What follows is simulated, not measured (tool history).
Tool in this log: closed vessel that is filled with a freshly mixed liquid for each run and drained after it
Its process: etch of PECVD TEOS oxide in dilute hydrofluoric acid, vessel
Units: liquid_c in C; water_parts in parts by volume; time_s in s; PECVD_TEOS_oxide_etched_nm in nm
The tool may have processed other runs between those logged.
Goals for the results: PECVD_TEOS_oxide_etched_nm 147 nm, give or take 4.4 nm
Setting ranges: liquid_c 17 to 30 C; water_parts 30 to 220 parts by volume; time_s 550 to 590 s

run	hour	liquid_c	water_parts	time_s	PECVD_TEOS_oxide_etched_nm
1	0	22	125	550	86.294
2	8.6	19	125	550	77.145
3	10.2	19	105	550	94.07
4	15.9	20	105	550	98.019
5	23.9	21	105	550	101.69
6	30	22	105	550	106.68
7	35.3	22	105	550	105.75
8	39.2	23	105	550	110.35
9	44	24	105	550	114.63
10	50.6	24.5	105	550	117.8
11	51.9	24.5	105	550	117.12
12	59.4	25	105	550	118.96
13	62.6	25.5	105	550	120.85

Below are 5 possible settings for the next run. Only one of them brings all results inside the allowed miss of their targets. Which is it?
A	65.8	24.5	85	585	?
B	65.8	29	95	550	?
C	65.8	25	85	590	?
D	65.8	22.5	85	590	?
E	65.8	28.5	110	550	?

move	PECVD_TEOS_oxide_etched_nm
A	159.75
B	158.01
C	164.35
D	148.66
E	131.18
A: pushes the last run's worst result past its target
B: pushes the last run's worst result past its target
C: pushes the last run's worst result past its target
D: hits every target within its allowed miss
E: nearer than the last run, and not there yet
The move that meets every target is D.

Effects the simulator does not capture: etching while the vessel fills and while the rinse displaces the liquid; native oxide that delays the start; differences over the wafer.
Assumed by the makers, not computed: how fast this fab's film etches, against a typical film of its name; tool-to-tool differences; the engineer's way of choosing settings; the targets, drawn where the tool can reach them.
